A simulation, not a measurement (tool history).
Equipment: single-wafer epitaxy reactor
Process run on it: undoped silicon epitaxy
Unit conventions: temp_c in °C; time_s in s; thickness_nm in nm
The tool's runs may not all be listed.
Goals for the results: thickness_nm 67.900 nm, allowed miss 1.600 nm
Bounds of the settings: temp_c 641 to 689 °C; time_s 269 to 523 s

run 1 hour=0.0 | temp_c=665 time_s=396 | thickness_nm=92.726
run 2 hour=4.8 | temp_c=662 time_s=395 | thickness_nm=85.449
run 3 hour=8.9 | temp_c=660 time_s=395 | thickness_nm=81.932
run 4 hour=10.3 | temp_c=660 time_s=427 | thickness_nm=88.678
run 5 hour=16.9 | temp_c=652 time_s=427 | thickness_nm=73.115
run 6 hour=23.3 | temp_c=652 time_s=463 | thickness_nm=79.215
run 7 hour=27.9 | temp_c=651 time_s=463 | thickness_nm=77.205
run 8 hour=35.4 | temp_c=650 time_s=463 | thickness_nm=75.359
run 9 hour=42.1 | temp_c=644 time_s=462 | thickness_nm=64.782

Pick the move, out of 4, that brings all results within their allowed miss; only one does.
run A hour=48.8 | temp_c=645 time_s=470 | thickness_nm=?
run B hour=48.8 | temp_c=646 time_s=419 | thickness_nm=?
run C hour=48.8 | temp_c=643 time_s=456 | thickness_nm=?
run D hour=48.8 | temp_c=647 time_s=473 | thickness_nm=?

move=A thickness_nm=67.201
move=B thickness_nm=61.439
move=C thickness_nm=61.979
move=D thickness_nm=71.126
A: meets every target
B: lands further from the targets than the last run did
C: lands further from the targets than the last run did
D: pushes the last run's worst result past its target
Move A is the one to make.
